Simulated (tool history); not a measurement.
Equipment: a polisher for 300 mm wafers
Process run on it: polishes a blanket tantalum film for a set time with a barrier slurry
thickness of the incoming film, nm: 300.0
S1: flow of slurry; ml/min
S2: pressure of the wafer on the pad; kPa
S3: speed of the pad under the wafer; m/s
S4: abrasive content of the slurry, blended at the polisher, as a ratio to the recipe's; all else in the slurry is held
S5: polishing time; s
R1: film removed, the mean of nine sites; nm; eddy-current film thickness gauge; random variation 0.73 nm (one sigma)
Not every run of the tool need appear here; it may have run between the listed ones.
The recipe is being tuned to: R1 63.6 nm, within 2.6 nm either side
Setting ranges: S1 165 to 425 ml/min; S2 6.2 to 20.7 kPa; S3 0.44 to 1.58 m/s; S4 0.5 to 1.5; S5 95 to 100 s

Run 1, hour 0: S1 275 ml/min, S2 13.1 kPa, S3 1 m/s, S4 1, S5 95 s. Result: R1 158.95 nm.
Run 2, hour 8: S1 275 ml/min, S2 13.1 kPa, S3 1 m/s, S4 1.15, S5 95 s. Result: R1 167.23 nm.
Run 3, hour 10.6: S1 275 ml/min, S2 11.7 kPa, S3 1 m/s, S4 1.15, S5 95 s. Result: R1 156.24 nm.
Run 4, hour 17.9: S1 275 ml/min, S2 9.7 kPa, S3 0.82 m/s, S4 1.15, S5 95 s. Result: R1 115.04 nm.
Run 5, hour 26.2: S1 275 ml/min, S2 9.7 kPa, S3 0.82 m/s, S4 0.95, S5 95 s. Result: R1 105.98 nm.
Run 6, hour 34.1: S1 325 ml/min, S2 9.7 kPa, S3 0.82 m/s, S4 0.95, S5 95 s. Result: R1 108.63 nm.
Run 7, hour 42.8: S1 320 ml/min, S2 8.3 kPa, S3 0.72 m/s, S4 0.95, S5 95 s. Result: R1 87.756 nm.
Run 8, hour 43.9: S1 320 ml/min, S2 7.6 kPa, S3 0.66 m/s, S4 0.95, S5 95 s. Result: R1 76.446 nm.

Consider the 4 candidate settings below. Which is the only one whose results all fall within their allowed miss of target?
Run A, hour 45: S1 300 ml/min, S2 9.7 kPa, S3 0.78 m/s, S4 0.9, S5 100 s. Result: R1 ?.
Run B, hour 45: S1 185 ml/min, S2 6.9 kPa, S3 0.58 m/s, S4 1, S5 95 s. Result: R1 ?.
Run C, hour 45: S1 325 ml/min, S2 7.6 kPa, S3 0.7 m/s, S4 0.85, S5 100 s. Result: R1 ?.
Run D, hour 45: S1 315 ml/min, S2 8.3 kPa, S3 0.74 m/s, S4 0.9, S5 96 s. Result: R1 ?.

move      R1
   A   104.8
   B  62.914
   C  81.918
   D  88.879
A: the biggest miss grows against the last run
B: all results in spec
C: the biggest miss grows against the last run
D: the biggest miss grows against the last run
B meets every target.

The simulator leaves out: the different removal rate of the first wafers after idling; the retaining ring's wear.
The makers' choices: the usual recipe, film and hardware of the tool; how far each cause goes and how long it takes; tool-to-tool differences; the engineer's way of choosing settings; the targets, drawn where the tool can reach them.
